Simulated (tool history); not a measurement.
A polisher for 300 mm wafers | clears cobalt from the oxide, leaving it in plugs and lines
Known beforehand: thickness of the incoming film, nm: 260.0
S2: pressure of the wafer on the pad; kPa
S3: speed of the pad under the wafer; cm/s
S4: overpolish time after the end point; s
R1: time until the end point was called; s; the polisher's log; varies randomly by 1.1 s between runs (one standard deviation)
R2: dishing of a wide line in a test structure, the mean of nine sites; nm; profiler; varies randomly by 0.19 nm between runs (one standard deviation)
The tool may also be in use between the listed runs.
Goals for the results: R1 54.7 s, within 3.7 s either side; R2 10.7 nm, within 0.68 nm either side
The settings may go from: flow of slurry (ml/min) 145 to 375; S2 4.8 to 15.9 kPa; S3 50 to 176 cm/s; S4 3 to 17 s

Run 1, hour 0: flow of slurry (ml/min) 240, S2 10.3 kPa, S3 112 cm/s, S4 9 s. Result: R1 54.535 s, R2 25.705 nm.
Run 2, hour 8.7: flow of slurry (ml/min) 240, S2 11.7 kPa, S3 112 cm/s, S4 9 s. Result: R1 46.232 s, R2 26.612 nm.
Run 3, hour 15.5: flow of slurry (ml/min) 240, S2 10.3 kPa, S3 112 cm/s, S4 9 s. Result: R1 52.205 s, R2 25.587 nm.
Run 4, hour 16.4: flow of slurry (ml/min) 240, S2 10.3 kPa, S3 112 cm/s, S4 6 s. Result: R1 53.122 s, R2 18.586 nm.
Run 5, hour 20.2: flow of slurry (ml/min) 205, S2 12.4 kPa, S3 90 cm/s, S4 5 s. Result: R1 56.885 s, R2 15.849 nm.
Run 6, hour 27.7: flow of slurry (ml/min) 185, S2 13.8 kPa, S3 80 cm/s, S4 4 s. Result: R1 60.331 s, R2 12.863 nm.
Run 7, hour 30.2: flow of slurry (ml/min) 170, S2 14.5 kPa, S3 78 cm/s, S4 4 s. Result: R1 56.826 s, R2 12.949 nm.
Run 8, hour 31.7: flow of slurry (ml/min) 160, S2 15.2 kPa, S3 74 cm/s, S4 4 s. Result: R1 60.074 s, R2 12.792 nm.
Run 9, hour 37.1: flow of slurry (ml/min) 155, S2 15.2 kPa, S3 74 cm/s, S4 4 s. Result: R1 60.661 s, R2 12.506 nm.

4 next moves are on the table. One of them brings every result within its allowed miss. Which?
Run A, hour 42.5: flow of slurry (ml/min) 160, S2 15.9 kPa, S3 90 cm/s, S4 3 s. Result: R1 ?, R2 ?.
Run B, hour 42.5: flow of slurry (ml/min) 160, S2 15.9 kPa, S3 78 cm/s, S4 3 s. Result: R1 ?, R2 ?.
Run C, hour 42.5: flow of slurry (ml/min) 185, S2 15.9 kPa, S3 88 cm/s, S4 3 s. Result: R1 ?, R2 ?.
Run D, hour 42.5: flow of slurry (ml/min) 150, S2 14.5 kPa, S3 70 cm/s, S4 6 s. Result: R1 ?, R2 ?.

move      R1      R2
   A  46.287  11.966
   B  53.105  10.648
   C  46.202  11.985
   D  64.663  16.034
A: better than the last run, though not everything is in spec
B: all results land within tolerance of their targets
C: better than the last run, though not everything is in spec
D: further off than the last run
The move that meets every target is B.
